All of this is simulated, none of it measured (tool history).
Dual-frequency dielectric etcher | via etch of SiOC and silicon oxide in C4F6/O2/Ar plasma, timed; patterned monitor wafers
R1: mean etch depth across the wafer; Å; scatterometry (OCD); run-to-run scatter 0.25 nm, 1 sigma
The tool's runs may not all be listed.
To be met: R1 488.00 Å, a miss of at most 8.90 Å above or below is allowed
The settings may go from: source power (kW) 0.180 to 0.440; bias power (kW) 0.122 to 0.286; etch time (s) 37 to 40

{"run": 1, "day": 0.0, "source power (kW)": 0.31, "bias power (kW)": 0.204, "etch time (s)": 40, "R1": 438.27}
{"run": 2, "day": 0.367, "source power (kW)": 0.27, "bias power (kW)": 0.204, "etch time (s)": 40, "R1": 412.86}
{"run": 3, "day": 0.546, "source power (kW)": 0.29, "bias power (kW)": 0.206, "etch time (s)": 40, "R1": 428.58}
{"run": 4, "day": 0.675, "source power (kW)": 0.3, "bias power (kW)": 0.207, "etch time (s)": 40, "R1": 431.05}
{"run": 5, "day": 0.967, "source power (kW)": 0.3, "bias power (kW)": 0.207, "etch time (s)": 40, "R1": 431.92}
{"run": 6, "day": 1.017, "source power (kW)": 0.25, "bias power (kW)": 0.207, "etch time (s)": 40, "R1": 398.56}
{"run": 7, "day": 1.296, "source power (kW)": 0.27, "bias power (kW)": 0.209, "etch time (s)": 40, "R1": 413.36}
{"run": 8, "day": 1.329, "source power (kW)": 0.29, "bias power (kW)": 0.211, "etch time (s)": 40, "R1": 428.31}
{"run": 9, "day": 1.388, "source power (kW)": 0.3, "bias power (kW)": 0.212, "etch time (s)": 40, "R1": 439.02}
{"run": 10, "day": 1.496, "source power (kW)": 0.31, "bias power (kW)": 0.213, "etch time (s)": 40, "R1": 446.24}
{"run": 11, "day": 1.596, "source power (kW)": 0.32, "bias power (kW)": 0.214, "etch time (s)": 40, "R1": 447.97}

Pick the move, out of 4, that brings all results within their allowed miss; only one does.
{"run": "A", "day": 1.696, "source power (kW)": 0.33, "bias power (kW)": 0.225, "etch time (s)": 37, "R1": "?"}
{"run": "B", "day": 1.696, "source power (kW)": 0.33, "bias power (kW)": 0.184, "etch time (s)": 37, "R1": "?"}
{"run": "C", "day": 1.696, "source power (kW)": 0.4, "bias power (kW)": 0.262, "etch time (s)": 37, "R1": "?"}
{"run": "D", "day": 1.696, "source power (kW)": 0.28, "bias power (kW)": 0.219, "etch time (s)": 40, "R1": "?"}

move=A R1=430.20
move=B R1=406.72
move=C R1=490.71
move=D R1=427.19
A: the biggest miss grows against the last run
B: the biggest miss grows against the last run
C: each result inside its tolerance
D: the biggest miss grows against the last run
Correct choice: C, which meets every target
